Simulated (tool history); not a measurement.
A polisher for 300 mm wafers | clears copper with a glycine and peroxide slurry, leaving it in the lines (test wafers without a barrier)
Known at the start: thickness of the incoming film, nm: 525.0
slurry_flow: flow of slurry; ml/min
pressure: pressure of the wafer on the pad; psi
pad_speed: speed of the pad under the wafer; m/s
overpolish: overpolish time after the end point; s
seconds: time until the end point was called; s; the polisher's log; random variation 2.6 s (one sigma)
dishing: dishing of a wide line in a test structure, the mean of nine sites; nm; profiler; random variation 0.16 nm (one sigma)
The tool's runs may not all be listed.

Run 1, hour 0: slurry_flow 275 ml/min, pressure 1.6 psi, pad_speed 1.02 m/s, overpolish 16 s. Result: seconds 154.55 s, dishing 39.605 nm.
Run 2, hour 4.3: slurry_flow 255 ml/min, pressure 1.5 psi, pad_speed 1.06 m/s, overpolish 14 s. Result: seconds 155.76 s, dishing 33.795 nm.
Run 3, hour 4.8: slurry_flow 190 ml/min, pressure 1.5 psi, pad_speed 1.06 m/s, overpolish 14 s. Result: seconds 165.38 s, dishing 32.638 nm.
Run 4, hour 10: slurry_flow 185 ml/min, pressure 1.4 psi, pad_speed 1.14 m/s, overpolish 12 s. Result: seconds 165.46 s, dishing 28.193 nm.
Run 5, hour 17.3: slurry_flow 185 ml/min, pressure 1.4 psi, pad_speed 1.14 m/s, overpolish 18 s. Result: seconds 170.54 s, dishing 40.167 nm.
Run 6, hour 18.9: slurry_flow 180 ml/min, pressure 1.3 psi, pad_speed 1.22 m/s, overpolish 16 s. Result: seconds 165.88 s, dishing 35.252 nm.
Run 7, hour 27.3: slurry_flow 175 ml/min, pressure 1.2 psi, pad_speed 1.3 m/s, overpolish 14 s. Result: seconds 173.5 s, dishing 31.042 nm.
Run 8, hour 33.5: slurry_flow 175 ml/min, pressure 1.3 psi, pad_speed 1.16 m/s, overpolish 12 s. Result: seconds 173.29 s, dishing 26.771 nm.
Run 9, hour 35: slurry_flow 175 ml/min, pressure 1.2 psi, pad_speed 1.2 m/s, overpolish 11 s. Result: seconds 177.89 s, dishing 23.582 nm.
Run 10, hour 42.4: slurry_flow 220 ml/min, pressure 1.1 psi, pad_speed 1.26 m/s, overpolish 10 s. Result: seconds 175.67 s, dishing 21.926 nm.
Run 11, hour 45: slurry_flow 260 ml/min, pressure 1 psi, pad_speed 1.32 m/s, overpolish 9 s. Result: seconds 188.72 s, dishing 19.314 nm.
Run 12, hour 50.5: slurry_flow 335 ml/min, pressure 1.2 psi, pad_speed 1.6 m/s, overpolish 5 s. Result: seconds 143.35 s, dishing 14.437 nm.
Run 13, hour 55.3: slurry_flow 325 ml/min, pressure 1.4 psi, pad_speed 1.6 m/s, overpolish 5 s. Result: seconds 126.56 s, dishing 16.013 nm.
Run 14, hour 58.2: slurry_flow 330 ml/min, pressure 1.4 psi, pad_speed 1.6 m/s, overpolish 5 s. Result: seconds 126.96 s, dishing 16.084 nm.
Run 15, hour 63.9: slurry_flow 335 ml/min, pressure 1.4 psi, pad_speed 1.6 m/s, overpolish 5 s. Result: seconds 123.32 s, dishing 16.646 nm.
Run 16, hour 65.7: slurry_flow 340 ml/min, pressure 1.4 psi, pad_speed 1.6 m/s, overpolish 5 s. Result: seconds 125.23 s, dishing 16.523 nm.
Run 17, hour 68.4: slurry_flow 345 ml/min, pressure 1.4 psi, pad_speed 1.6 m/s, overpolish 5 s. Result: seconds 127.92 s, dishing 16.361 nm.

Forecast run 18:
Run 18, hour 73.4: slurry_flow 350 ml/min, pressure 1.4 psi, pad_speed 1.6 m/s, overpolish 5 s. Result: seconds ?, dishing ?.

Run 18 gave seconds 125.06 s, dishing 16.349 nm.
